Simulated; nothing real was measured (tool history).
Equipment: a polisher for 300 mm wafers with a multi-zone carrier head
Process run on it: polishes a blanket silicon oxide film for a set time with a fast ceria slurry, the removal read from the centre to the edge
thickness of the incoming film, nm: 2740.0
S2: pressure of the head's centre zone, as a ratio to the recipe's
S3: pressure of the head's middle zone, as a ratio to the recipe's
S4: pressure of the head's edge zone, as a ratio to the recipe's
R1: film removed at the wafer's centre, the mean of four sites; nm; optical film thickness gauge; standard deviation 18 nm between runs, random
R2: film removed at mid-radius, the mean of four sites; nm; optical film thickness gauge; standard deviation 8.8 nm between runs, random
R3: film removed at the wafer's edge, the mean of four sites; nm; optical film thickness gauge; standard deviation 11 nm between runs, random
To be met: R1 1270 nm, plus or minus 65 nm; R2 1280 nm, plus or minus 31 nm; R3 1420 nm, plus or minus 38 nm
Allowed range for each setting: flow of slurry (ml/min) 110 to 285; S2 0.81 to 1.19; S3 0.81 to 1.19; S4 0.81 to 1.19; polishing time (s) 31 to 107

run 1 hour=0 | flow_of_slurry_(ml/min)=180 S2=1 S3=1 S4=1 polishing_time_(s)=69 | R1=1144.2 R2=1073 R3=1066.7
run 2 hour=1 | flow_of_slurry_(ml/min)=185 S2=0.99 S3=1 S4=1.03 polishing_time_(s)=71 | R1=1109.1 R2=1104.7 R3=1122
run 3 hour=2.8 | flow_of_slurry_(ml/min)=185 S2=0.99 S3=1 S4=0.99 polishing_time_(s)=71 | R1=1121.7 R2=1109.2 R3=1102.1
run 4 hour=7.9 | flow_of_slurry_(ml/min)=165 S2=0.99 S3=1 S4=0.99 polishing_time_(s)=71 | R1=1107 R2=1081.1 R3=1095.1
run 5 hour=12.3 | flow_of_slurry_(ml/min)=165 S2=0.99 S3=1 S4=0.99 polishing_time_(s)=55 | R1=858.88 R2=836.85 R3=856.58
run 6 hour=16.4 | flow_of_slurry_(ml/min)=165 S2=0.92 S3=1 S4=0.99 polishing_time_(s)=55 | R1=798.59 R2=850.93 R3=842.98
run 7 hour=19.1 | flow_of_slurry_(ml/min)=160 S2=0.93 S3=1 S4=1.01 polishing_time_(s)=59 | R1=899.06 R2=884.7 R3=917.51
run 8 hour=28.1 | flow_of_slurry_(ml/min)=160 S2=0.91 S3=1.01 S4=1.03 polishing_time_(s)=62 | R1=922.43 R2=951.54 R3=983.39
run 9 hour=37 | flow_of_slurry_(ml/min)=210 S2=0.95 S3=1 S4=1.13 polishing_time_(s)=80 | R1=1254.4 R2=1274.7 R3=1334.8
run 10 hour=40.4 | flow_of_slurry_(ml/min)=210 S2=0.95 S3=1 S4=1.14 polishing_time_(s)=80 | R1=1258.4 R2=1255.1 R3=1342.7
run 11 hour=41.5 | flow_of_slurry_(ml/min)=210 S2=0.95 S3=1 S4=1.15 polishing_time_(s)=80 | R1=1269.1 R2=1271.6 R3=1360
run 12 hour=45.8 | flow_of_slurry_(ml/min)=210 S2=0.95 S3=1 S4=1.16 polishing_time_(s)=80 | R1=1254.1 R2=1245.6 R3=1373

Pick the move, out of 4, that brings all results within their allowed miss; only one does.
run A hour=50.1 | flow_of_slurry_(ml/min)=195 S2=1.02 S3=0.93 S4=1.1 polishing_time_(s)=80 | R1=? R2=? R3=?
run B hour=50.1 | flow_of_slurry_(ml/min)=195 S2=0.89 S3=0.96 S4=1.11 polishing_time_(s)=85 | R1=? R2=? R3=?
run C hour=50.1 | flow_of_slurry_(ml/min)=200 S2=1.03 S3=0.97 S4=1.14 polishing_time_(s)=80 | R1=? R2=? R3=?
run D hour=50.1 | flow_of_slurry_(ml/min)=190 S2=1 S3=1 S4=1.19 polishing_time_(s)=79 | R1=? R2=? R3=?

move=A R1=1318.1 R2=1176.1 R3=1321.3
move=B R1=1268.1 R2=1280.1 R3=1409.9
move=C R1=1332.8 R2=1217.3 R3=1348.1
move=D R1=1278.6 R2=1222.1 R3=1354.4
A: the biggest miss grows against the last run
B: every result within its allowed miss
C: the biggest miss grows against the last run
D: the biggest miss grows against the last run
So the answer is move B, the one that meets all the targets.

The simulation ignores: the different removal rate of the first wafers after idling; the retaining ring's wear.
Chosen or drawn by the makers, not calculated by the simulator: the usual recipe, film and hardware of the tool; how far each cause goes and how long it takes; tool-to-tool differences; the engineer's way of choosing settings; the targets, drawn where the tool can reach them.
